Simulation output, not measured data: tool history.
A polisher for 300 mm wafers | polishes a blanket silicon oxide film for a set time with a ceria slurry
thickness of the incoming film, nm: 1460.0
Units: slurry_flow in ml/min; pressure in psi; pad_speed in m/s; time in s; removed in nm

run	hour	slurry_flow	pressure	pad_speed	time	removed
1	0	140	2.8	1.4	105	611.97
2	4.2	140	2.8	1.28	105	566.41
3	9.7	120	2.8	1.28	105	552.76
4	16.2	120	2.8	1.44	105	612.65
5	18	120	2.3	1.44	105	518.6
6	20	120	2.5	1.44	105	550.17
7	24	135	3.3	1.48	105	776.55

The next listed run, before its measurement:
8	24.9	140	3.4	1.48	105	?

Run 8 gave removed 788.79 nm.

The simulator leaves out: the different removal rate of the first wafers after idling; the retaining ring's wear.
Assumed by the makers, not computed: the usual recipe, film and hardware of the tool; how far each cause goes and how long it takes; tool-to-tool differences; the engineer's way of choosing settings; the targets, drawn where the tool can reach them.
